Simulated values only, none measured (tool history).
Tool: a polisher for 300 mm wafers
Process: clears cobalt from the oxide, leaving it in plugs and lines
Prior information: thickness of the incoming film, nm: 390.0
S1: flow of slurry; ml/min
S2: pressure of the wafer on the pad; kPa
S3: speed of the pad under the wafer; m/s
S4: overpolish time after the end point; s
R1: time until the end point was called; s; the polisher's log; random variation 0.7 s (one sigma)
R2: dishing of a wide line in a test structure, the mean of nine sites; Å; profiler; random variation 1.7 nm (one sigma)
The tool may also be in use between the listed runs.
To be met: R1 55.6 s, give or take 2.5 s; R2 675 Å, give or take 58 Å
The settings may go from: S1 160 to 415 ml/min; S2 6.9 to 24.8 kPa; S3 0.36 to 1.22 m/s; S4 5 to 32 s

run,hour,S1,S2,S3,S4,R1,R2
1,0,265,15.9,0.78,16,84.157,485.81
2,8.1,265,17.2,0.78,17,76.478,513.33
3,10,265,14.5,0.78,17,91.931,455.2
4,15.2,265,14.5,0.78,21,94.195,515.5
5,17.7,265,14.5,0.86,21,82.775,524.29
6,18.9,265,11,0.86,21,108.72,494.48
7,27.8,265,12.4,0.86,22,96.69,513.91
8,32.9,265,13.8,0.86,22,87.005,510.17
9,36.6,265,13.8,0.86,22,88.226,569.08
10,43.6,265,15.2,0.86,21,80.406,551.19
11,49.1,265,15.9,0.86,21,76.518,571.69
12,56,265,16.5,0.86,21,73.503,572.94
13,63.1,265,17.2,0.86,21,71.802,554.67
14,65.6,265,17.9,0.86,22,68.691,569.06

5 candidate next runs follow, results not yet known. Just one meets every target within its allowed miss. Identify it.
A,68.1,230,18.6,1.06,28,?,?
B,68.1,265,18.6,1.04,16,?,?
C,68.1,235,17.2,1.04,27,?,?
D,68.1,190,17.9,0.98,16,?,?
E,68.1,225,17.9,1,27,?,?

move,R1,R2
A,54.063,673.32
B,54.174,570.17
C,59.135,656.34
D,61.644,539.22
E,59.26,656
A: each result inside its tolerance
B: gets the furthest-off result to its target, but another result is out of tolerance
C: moves toward the targets from the last run without getting all of them in spec
D: moves toward the targets from the last run without getting all of them in spec
E: moves toward the targets from the last run without getting all of them in spec
So the answer is move A, the one that meets all the targets.
